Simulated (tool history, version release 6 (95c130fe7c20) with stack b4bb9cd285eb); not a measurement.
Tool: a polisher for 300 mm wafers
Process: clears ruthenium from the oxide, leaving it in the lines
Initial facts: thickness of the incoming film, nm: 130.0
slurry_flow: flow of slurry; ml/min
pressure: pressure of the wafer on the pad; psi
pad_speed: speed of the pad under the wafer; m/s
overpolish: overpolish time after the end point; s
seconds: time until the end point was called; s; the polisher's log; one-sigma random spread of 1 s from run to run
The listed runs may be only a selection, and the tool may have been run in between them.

run,hour,slurry_flow,pressure,pad_speed,overpolish,seconds
1,0,140,1.8,1.26,28,81.755
2,4.8,140,1.8,1.26,28,84.947
3,7.6,140,2,1.26,28,75.467
4,11.9,140,2,1,28,91.676
5,16.4,140,2.2,1.02,28,86.613
6,24.6,140,2.5,1.02,28,76.137
7,26.2,140,2.6,1.08,28,68.59

Run 8 is up next; what results do you expect?
8,32.4,140,2.6,1.12,28,?

Run 8 came out at seconds 63.719 s.
